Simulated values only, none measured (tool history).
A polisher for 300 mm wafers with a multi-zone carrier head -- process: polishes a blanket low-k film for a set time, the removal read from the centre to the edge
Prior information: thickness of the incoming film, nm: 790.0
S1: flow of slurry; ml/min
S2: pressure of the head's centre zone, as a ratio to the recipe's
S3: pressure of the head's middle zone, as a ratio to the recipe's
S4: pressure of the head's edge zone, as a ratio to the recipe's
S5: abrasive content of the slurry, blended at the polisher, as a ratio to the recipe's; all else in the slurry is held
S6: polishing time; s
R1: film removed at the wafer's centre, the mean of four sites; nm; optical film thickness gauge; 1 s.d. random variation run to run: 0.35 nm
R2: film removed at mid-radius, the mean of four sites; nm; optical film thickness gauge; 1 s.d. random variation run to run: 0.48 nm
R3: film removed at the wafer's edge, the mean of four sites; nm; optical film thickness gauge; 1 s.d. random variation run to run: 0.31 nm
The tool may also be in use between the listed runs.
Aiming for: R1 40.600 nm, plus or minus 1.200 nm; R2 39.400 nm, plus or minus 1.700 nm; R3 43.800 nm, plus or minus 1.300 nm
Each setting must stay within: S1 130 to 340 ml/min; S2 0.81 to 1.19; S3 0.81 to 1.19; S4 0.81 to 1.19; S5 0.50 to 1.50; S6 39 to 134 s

run 1 hour=0.0 | S1=220 S2=1.00 S3=1.00 S4=1.00 S5=1.00 S6=86 | R1=29.388 R2=30.399 R3=30.490
run 2 hour=1.3 | S1=220 S2=0.97 S3=1.00 S4=1.00 S5=1.00 S6=86 | R1=28.116 R2=30.136 R3=30.523
run 3 hour=10.0 | S1=220 S2=0.97 S3=1.00 S4=0.95 S5=1.00 S6=86 | R1=28.868 R2=29.500 R3=29.579
run 4 hour=17.1 | S1=220 S2=1.05 S3=1.00 S4=0.95 S5=1.00 S6=86 | R1=30.220 R2=29.926 R3=29.532
run 5 hour=24.6 | S1=185 S2=1.05 S3=1.00 S4=0.95 S5=1.00 S6=86 | R1=30.036 R2=29.443 R3=29.417
run 6 hour=25.4 | S1=180 S2=1.06 S3=0.99 S4=0.99 S5=1.10 S6=87 | R1=31.701 R2=31.113 R3=31.926
run 7 hour=31.2 | S1=230 S2=1.13 S3=0.98 S4=1.09 S5=1.35 S6=88 | R1=38.167 R2=33.953 R3=37.447
run 8 hour=33.1 | S1=230 S2=1.12 S3=0.99 S4=1.11 S5=1.40 S6=89 | R1=39.505 R2=36.081 R3=38.878
run 9 hour=40.0 | S1=230 S2=1.11 S3=0.99 S4=1.13 S5=1.40 S6=90 | R1=39.275 R2=36.628 R3=39.665
run 10 hour=46.8 | S1=230 S2=1.10 S3=0.99 S4=1.14 S5=1.40 S6=91 | R1=39.438 R2=37.378 R3=39.913
run 11 hour=55.1 | S1=230 S2=1.09 S3=0.98 S4=1.15 S5=1.40 S6=92 | R1=39.604 R2=36.666 R3=41.020
run 12 hour=61.3 | S1=235 S2=1.08 S3=0.98 S4=1.16 S5=1.40 S6=92 | R1=39.249 R2=36.859 R3=40.556
run 13 hour=66.8 | S1=230 S2=1.07 S3=0.98 S4=1.17 S5=1.40 S6=93 | R1=39.350 R2=36.399 R3=41.921

Pick the move, out of 4, that brings all results within their allowed miss; only one does.
run A hour=72.3 | S1=305 S2=1.19 S3=1.01 S4=1.13 S5=1.45 S6=91 | R1=? R2=? R3=?
run B hour=72.3 | S1=265 S2=1.19 S3=0.92 S4=1.13 S5=1.35 S6=92 | R1=? R2=? R3=?
run C hour=72.3 | S1=130 S2=0.99 S3=0.92 S4=1.00 S5=1.50 S6=106 | R1=? R2=? R3=?
run D hour=72.3 | S1=205 S2=0.91 S3=0.89 S4=1.19 S5=1.45 S6=100 | R1=? R2=? R3=?

move=A R1=44.277 R2=38.962 R3=40.806
move=B R1=42.908 R2=34.976 R3=39.772
move=C R1=41.126 R2=39.489 R3=43.513
move=D R1=37.429 R2=37.309 R3=44.752
A: gets the furthest-off result to its target, but another result is out of tolerance
B: the biggest miss grows against the last run
C: in spec on every target
D: the biggest miss grows against the last run
Answer: C
